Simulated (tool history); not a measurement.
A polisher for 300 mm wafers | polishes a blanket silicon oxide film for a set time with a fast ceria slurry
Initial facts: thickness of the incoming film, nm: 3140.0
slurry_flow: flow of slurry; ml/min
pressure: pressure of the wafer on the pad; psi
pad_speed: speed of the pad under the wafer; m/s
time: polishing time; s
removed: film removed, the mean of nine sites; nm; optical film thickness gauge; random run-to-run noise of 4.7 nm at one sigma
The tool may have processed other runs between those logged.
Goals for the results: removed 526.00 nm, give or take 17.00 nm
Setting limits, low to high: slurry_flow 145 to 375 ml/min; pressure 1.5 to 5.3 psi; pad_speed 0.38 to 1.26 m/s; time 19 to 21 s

| run | hour | slurry_flow | pressure | pad_speed | time | removed |
|---|---|---|---|---|---|---|
| 1 | 0.0 | 240 | 3.4 | 0.82 | 21 | 300.59 |
| 2 | 5.6 | 240 | 3.4 | 0.92 | 21 | 337.99 |
| 3 | 14.5 | 240 | 3.4 | 0.92 | 19 | 301.89 |
| 4 | 18.5 | 240 | 3.8 | 0.92 | 19 | 337.56 |
| 5 | 23.6 | 240 | 4.6 | 0.92 | 19 | 392.98 |
| 6 | 29.3 | 240 | 4.2 | 0.92 | 19 | 362.02 |
| 7 | 33.1 | 240 | 4.5 | 0.96 | 19 | 416.07 |
| 8 | 35.1 | 240 | 4.7 | 0.98 | 19 | 423.97 |
| 9 | 42.2 | 240 | 4.8 | 1.00 | 19 | 454.93 |
| 10 | 43.6 | 250 | 5.3 | 1.00 | 19 | 494.25 |
| 11 | 45.5 | 250 | 5.3 | 1.02 | 19 | 504.08 |

5 candidate next runs follow, results not yet known. Just one meets every target within its allowed miss. Identify it.
| A | 47.4 | 240 | 5.3 | 0.98 | 19 | ? |
| B | 47.4 | 145 | 5.2 | 1.14 | 20 | ? |
| C | 47.4 | 215 | 4.0 | 1.26 | 20 | ? |
| D | 47.4 | 260 | 5.3 | 1.00 | 21 | ? |
| E | 47.4 | 245 | 5.2 | 1.00 | 19 | ? |

| move | removed |
|---|---|
| A | 484.48 |
| B | 534.06 |
| C | 496.31 |
| D | 551.25 |
| E | 486.67 |
A: lands further from the targets than the last run did
B: all results land within tolerance of their targets
C: lands further from the targets than the last run did
D: the result that was furthest off in the last run now lies on the other side of its target
E: lands further from the targets than the last run did
The right move is B.
